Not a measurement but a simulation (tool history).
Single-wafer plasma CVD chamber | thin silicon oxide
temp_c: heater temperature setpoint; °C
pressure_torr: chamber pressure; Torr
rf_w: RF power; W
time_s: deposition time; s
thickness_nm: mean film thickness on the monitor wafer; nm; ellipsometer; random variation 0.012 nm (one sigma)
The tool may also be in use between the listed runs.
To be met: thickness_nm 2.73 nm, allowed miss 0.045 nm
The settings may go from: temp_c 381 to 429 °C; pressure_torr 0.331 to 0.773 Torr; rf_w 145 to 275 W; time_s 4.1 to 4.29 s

run 1 hour=0 | temp_c=405 pressure_torr=0.552 rf_w=210 time_s=4.29 | thickness_nm=4.1408
run 2 hour=7.3 | temp_c=396 pressure_torr=0.552 rf_w=210 time_s=4.29 | thickness_nm=4.1848
run 3 hour=10.4 | temp_c=396 pressure_torr=0.552 rf_w=210 time_s=4.1 | thickness_nm=3.997
run 4 hour=12.5 | temp_c=401 pressure_torr=0.552 rf_w=210 time_s=4.1 | thickness_nm=3.9821
run 5 hour=20.9 | temp_c=401 pressure_torr=0.497 rf_w=210 time_s=4.1 | thickness_nm=3.6035
run 6 hour=22.3 | temp_c=401 pressure_torr=0.462 rf_w=210 time_s=4.1 | thickness_nm=3.3387
run 7 hour=24.2 | temp_c=401 pressure_torr=0.438 rf_w=210 time_s=4.1 | thickness_nm=3.17
run 8 hour=25.9 | temp_c=401 pressure_torr=0.421 rf_w=210 time_s=4.1 | thickness_nm=3.0439
run 9 hour=33.7 | temp_c=401 pressure_torr=0.409 rf_w=210 time_s=4.1 | thickness_nm=2.9453
run 10 hour=39.5 | temp_c=401 pressure_torr=0.401 rf_w=210 time_s=4.1 | thickness_nm=2.8798
-- hour=48.4 capacitance manometer re-zeroed and calibrated
run 11 hour=48.4 | temp_c=401 pressure_torr=0.395 rf_w=210 time_s=4.1 | thickness_nm=3.0351
run 12 hour=52.2 | temp_c=401 pressure_torr=0.331 rf_w=210 time_s=4.1 | thickness_nm=2.5409

Which of these 4 next moves meets every target?
run A hour=56 | temp_c=394 pressure_torr=0.359 rf_w=225 time_s=4.1 | thickness_nm=?
run B hour=56 | temp_c=398 pressure_torr=0.331 rf_w=210 time_s=4.15 | thickness_nm=?
run C hour=56 | temp_c=405 pressure_torr=0.364 rf_w=185 time_s=4.29 | thickness_nm=?
run D hour=56 | temp_c=403 pressure_torr=0.351 rf_w=215 time_s=4.24 | thickness_nm=?

move=A thickness_nm=2.8377
move=B thickness_nm=2.564
move=C thickness_nm=2.7219
move=D thickness_nm=2.7953
A: takes the result that was furthest off past its target
B: nearer than the last run, and not there yet
C: meets every target
D: takes the result that was furthest off past its target
The right move is C.
